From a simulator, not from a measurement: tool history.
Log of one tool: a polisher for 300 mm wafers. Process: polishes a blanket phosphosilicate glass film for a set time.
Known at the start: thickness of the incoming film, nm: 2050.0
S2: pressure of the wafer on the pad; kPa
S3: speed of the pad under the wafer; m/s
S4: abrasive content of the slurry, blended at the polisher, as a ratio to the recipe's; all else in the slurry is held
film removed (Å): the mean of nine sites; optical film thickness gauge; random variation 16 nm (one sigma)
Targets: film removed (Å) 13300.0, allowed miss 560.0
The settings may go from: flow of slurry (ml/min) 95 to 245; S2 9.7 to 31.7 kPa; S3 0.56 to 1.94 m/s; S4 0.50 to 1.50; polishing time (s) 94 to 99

run 1 hour=0.0 | flow_of_slurry_(ml/min)=155 S2=20.7 S3=1.24 S4=1.00 polishing_time_(s)=94 | film_removed_(Å)=8934.2
run 2 hour=4.0 | flow_of_slurry_(ml/min)=155 S2=20.7 S3=1.24 S4=0.90 polishing_time_(s)=94 | film_removed_(Å)=8439.5
run 3 hour=7.5 | flow_of_slurry_(ml/min)=155 S2=20.7 S3=1.24 S4=0.80 polishing_time_(s)=94 | film_removed_(Å)=7862.8
run 4 hour=8.5 | flow_of_slurry_(ml/min)=135 S2=20.7 S3=1.24 S4=0.80 polishing_time_(s)=94 | film_removed_(Å)=7790.9
-- hour=11.6 worn pad replaced by a new one
run 5 hour=11.6 | flow_of_slurry_(ml/min)=135 S2=24.1 S3=1.24 S4=0.80 polishing_time_(s)=94 | film_removed_(Å)=9597.8
run 6 hour=13.6 | flow_of_slurry_(ml/min)=135 S2=24.8 S3=1.24 S4=0.80 polishing_time_(s)=94 | film_removed_(Å)=9944.0
run 7 hour=21.2 | flow_of_slurry_(ml/min)=150 S2=30.3 S3=1.26 S4=0.80 polishing_time_(s)=94 | film_removed_(Å)=12477.0
run 8 hour=24.3 | flow_of_slurry_(ml/min)=150 S2=30.3 S3=1.26 S4=0.80 polishing_time_(s)=94 | film_removed_(Å)=12318.0

Which of these 4 next moves meets every target?
run A hour=27.4 | flow_of_slurry_(ml/min)=95 S2=31.7 S3=0.86 S4=1.05 polishing_time_(s)=97 | film_removed_(Å)=?
run B hour=27.4 | flow_of_slurry_(ml/min)=115 S2=31.7 S3=1.42 S4=0.75 polishing_time_(s)=97 | film_removed_(Å)=?
run C hour=27.4 | flow_of_slurry_(ml/min)=145 S2=29.0 S3=1.16 S4=0.80 polishing_time_(s)=99 | film_removed_(Å)=?
run D hour=27.4 | flow_of_slurry_(ml/min)=205 S2=26.2 S3=1.12 S4=0.85 polishing_time_(s)=99 | film_removed_(Å)=?

move=A film_removed_(Å)=11885.0
move=B film_removed_(Å)=13313.0
move=C film_removed_(Å)=12021.0
move=D film_removed_(Å)=11601.0
A: further off than the last run
B: meets every target
C: further off than the last run
D: further off than the last run
The right move is B.
